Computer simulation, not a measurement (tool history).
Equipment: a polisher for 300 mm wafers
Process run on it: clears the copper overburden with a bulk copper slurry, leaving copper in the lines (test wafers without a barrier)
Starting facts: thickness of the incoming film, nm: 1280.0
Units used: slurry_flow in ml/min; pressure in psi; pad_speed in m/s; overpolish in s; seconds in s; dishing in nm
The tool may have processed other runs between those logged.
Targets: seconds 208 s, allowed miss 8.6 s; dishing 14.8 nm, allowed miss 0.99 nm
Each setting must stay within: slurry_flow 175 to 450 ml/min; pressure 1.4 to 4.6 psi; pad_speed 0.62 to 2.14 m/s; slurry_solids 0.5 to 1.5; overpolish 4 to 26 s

| run | hour | slurry_flow | pressure | pad_speed | slurry_solids | overpolish | seconds | dishing |
|---|---|---|---|---|---|---|---|---|
| 1 | 0 | 290 | 3 | 1.38 | 1 | 13 | 99.747 | 48.085 |
| 2 | 4.4 | 290 | 2.7 | 1.3 | 1 | 11 | 119.37 | 43.162 |
| 3 | 12.3 | 300 | 2.5 | 1.24 | 1.05 | 10 | 133.25 | 37.961 |
| 4 | 15.1 | 330 | 2.3 | 1.2 | 1.15 | 9 | 142.21 | 35.614 |
| 5 | 23.9 | 330 | 2.3 | 1.38 | 1.15 | 9 | 120.57 | 36.851 |
| 6 | 29.9 | 285 | 2.3 | 1.38 | 1.15 | 9 | 125.69 | 37.171 |
| 7 | 38.2 | 315 | 2.1 | 1.28 | 1.2 | 8 | 146.74 | 31.479 |
| 8 | 40.7 | 290 | 2 | 1.28 | 1.25 | 7 | 149.6 | 28.809 |

Which of these 4 next moves meets every target?
| A | 43.2 | 230 | 1.5 | 1.18 | 1.5 | 4 | ? | ? |
| B | 43.2 | 335 | 1.9 | 0.96 | 1.05 | 22 | ? | ? |
| C | 43.2 | 230 | 1.5 | 1.02 | 1.5 | 4 | ? | ? |
| D | 43.2 | 280 | 2.3 | 0.84 | 1.05 | 15 | ? | ? |

| move | seconds | dishing |
|---|---|---|
| A | 205.93 | 15.294 |
| B | 213.78 | 43.853 |
| C | 236.94 | 13.596 |
| D | 205.39 | 38.58 |
A: each result inside its tolerance
B: misses by more than the last run did
C: takes the biggest miss from the last run beyond its target
D: misses by more than the last run did
So the answer is move A, the one that meets all the targets.

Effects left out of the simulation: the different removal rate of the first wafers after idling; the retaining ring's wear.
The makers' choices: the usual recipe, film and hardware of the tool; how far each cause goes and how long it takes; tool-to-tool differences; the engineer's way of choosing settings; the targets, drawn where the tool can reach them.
